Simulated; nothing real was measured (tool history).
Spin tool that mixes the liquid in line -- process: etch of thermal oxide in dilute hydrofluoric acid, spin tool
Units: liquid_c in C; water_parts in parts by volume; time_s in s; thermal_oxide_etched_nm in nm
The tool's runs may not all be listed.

run,hour,liquid_c,water_parts,time_s,thermal_oxide_etched_nm
1,0,23,210,315,6.479
2,3.6,21.5,245,315,5.0757
3,10.6,19,245,315,4.646
4,19.5,21,245,315,4.9554
5,25.7,21,320,315,3.5833
6,31.9,20,330,315,3.3164
# hour 39.5: thermometer replaced
7,39.5,19,335,315,2.8599

Run 8, settings as shown, results not yet in. Your forecast:
8,42.2,18.5,335,315,?

{"run 8": {"thermal_oxide_etched_nm": 2.861}}
